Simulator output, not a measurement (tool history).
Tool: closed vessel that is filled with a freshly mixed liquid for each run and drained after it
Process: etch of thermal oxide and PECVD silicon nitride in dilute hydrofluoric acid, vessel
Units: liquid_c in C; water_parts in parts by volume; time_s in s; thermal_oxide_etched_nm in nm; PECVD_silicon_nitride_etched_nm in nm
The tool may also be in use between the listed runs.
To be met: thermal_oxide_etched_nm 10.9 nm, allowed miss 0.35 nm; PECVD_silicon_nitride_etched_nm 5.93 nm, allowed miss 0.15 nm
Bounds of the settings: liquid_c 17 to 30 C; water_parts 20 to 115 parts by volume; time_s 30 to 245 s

run  hour  liquid_c  water_parts  time_s  thermal_oxide_etched_nm  PECVD_silicon_nitride_etched_nm
  1     0        22           65     125                   8.7851                           3.9989
  2   6.3        22           55     125                   10.624                           4.6805
  3  14.3        25           55     125                   11.961                            5.883
  4  15.7      25.5           55     125                   12.232                           5.9945
  5  23.7      25.5           45     125                   15.007                           7.3178
  6  29.1      25.5           50     125                   13.474                           6.5298
  7  31.5        26           50     125                   13.637                           6.7987
  8    39        27           60     130                   12.235                            6.329
  9    46      27.5           65     130                   11.291                           6.0946

4 next moves are on the table. One of them brings every result within its allowed miss. Which?
  A    53      26.5           55     120                        ?                                ?
  B    53      28.5           70     130                        ?                                ?
  C    53        28           70     140                        ?                                ?
  D    53        29           80     150                        ?                                ?

move  thermal_oxide_etched_nm  PECVD_silicon_nitride_etched_nm
   A                   12.164                           6.1977
   B                   10.954                           6.0229
   C                   11.569                           6.2805
   D                   11.106                           6.2814
A: further off than the last run
B: meets every target
C: further off than the last run
D: brings the result that was furthest off to its target, and leaves another outside
Answer: B
